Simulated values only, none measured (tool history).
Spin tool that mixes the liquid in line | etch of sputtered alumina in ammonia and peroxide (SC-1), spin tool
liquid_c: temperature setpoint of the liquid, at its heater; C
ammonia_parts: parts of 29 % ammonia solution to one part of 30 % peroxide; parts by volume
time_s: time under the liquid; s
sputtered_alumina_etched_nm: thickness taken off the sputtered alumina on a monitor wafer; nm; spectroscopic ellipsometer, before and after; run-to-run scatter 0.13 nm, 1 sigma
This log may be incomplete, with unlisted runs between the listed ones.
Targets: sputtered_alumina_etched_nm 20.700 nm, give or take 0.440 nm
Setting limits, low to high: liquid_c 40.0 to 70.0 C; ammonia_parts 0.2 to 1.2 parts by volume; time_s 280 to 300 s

run,hour,liquid_c,ammonia_parts,time_s,sputtered_alumina_etched_nm
1,0.0,56.0,0.8,280,17.276
2,7.0,51.5,0.8,280,13.416
3,9.4,54.0,0.8,280,15.553
4,10.6,55.5,0.8,280,16.567
5,13.8,55.5,1.1,280,17.241
6,16.4,55.5,0.9,280,16.862
7,21.9,60.0,0.9,280,21.163
8,23.2,60.0,0.9,280,21.317

Next run, 4 choices. One meets every target within its allowed miss, the rest don't. Which?
A,24.5,58.0,0.7,295,?
B,24.5,60.0,1.1,280,?
C,24.5,59.0,0.6,300,?
D,24.5,58.5,0.6,290,?

move,sputtered_alumina_etched_nm
A,19.751
B,21.699
C,20.848
D,19.638
A: carries the result that was furthest off beyond its target, to the other side
B: the biggest miss grows against the last run
C: hits every target within its allowed miss
D: carries the result that was furthest off beyond its target, to the other side
Move C is the one to make.
